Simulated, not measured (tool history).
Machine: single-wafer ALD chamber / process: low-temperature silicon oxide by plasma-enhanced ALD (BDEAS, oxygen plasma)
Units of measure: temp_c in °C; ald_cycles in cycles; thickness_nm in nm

{"run": 1, "hour": 0.0, "temp_c": 100, "ald_cycles": 48, "thickness_nm": 6.3688}
{"run": 2, "hour": 7.2, "temp_c": 90, "ald_cycles": 48, "thickness_nm": 6.6135}
{"run": 3, "hour": 10.2, "temp_c": 90, "ald_cycles": 54, "thickness_nm": 7.4829}
{"run": 4, "hour": 15.6, "temp_c": 90, "ald_cycles": 50, "thickness_nm": 6.9339}
{"run": 5, "hour": 23.5, "temp_c": 97, "ald_cycles": 49, "thickness_nm": 6.6}
{"run": 6, "hour": 28.2, "temp_c": 97, "ald_cycles": 56, "thickness_nm": 7.4976}
{"run": 7, "hour": 34.8, "temp_c": 102, "ald_cycles": 54, "thickness_nm": 7.1064}
{"run": 8, "hour": 41.0, "temp_c": 106, "ald_cycles": 52, "thickness_nm": 6.7809}
{"run": 9, "hour": 49.2, "temp_c": 109, "ald_cycles": 50, "thickness_nm": 6.5262}
{"run": 10, "hour": 58.0, "temp_c": 111, "ald_cycles": 48, "thickness_nm": 6.2326}
{"run": 11, "hour": 61.6, "temp_c": 113, "ald_cycles": 47, "thickness_nm": 6.0706}
{"run": 12, "hour": 70.2, "temp_c": 115, "ald_cycles": 46, "thickness_nm": 5.8918}

Run 13, settings as shown, results not yet in. Your forecast:
{"run": 13, "hour": 75.1, "temp_c": 116, "ald_cycles": 45, "thickness_nm": "?"}

{"run 13": {"thickness_nm": 5.7646}}

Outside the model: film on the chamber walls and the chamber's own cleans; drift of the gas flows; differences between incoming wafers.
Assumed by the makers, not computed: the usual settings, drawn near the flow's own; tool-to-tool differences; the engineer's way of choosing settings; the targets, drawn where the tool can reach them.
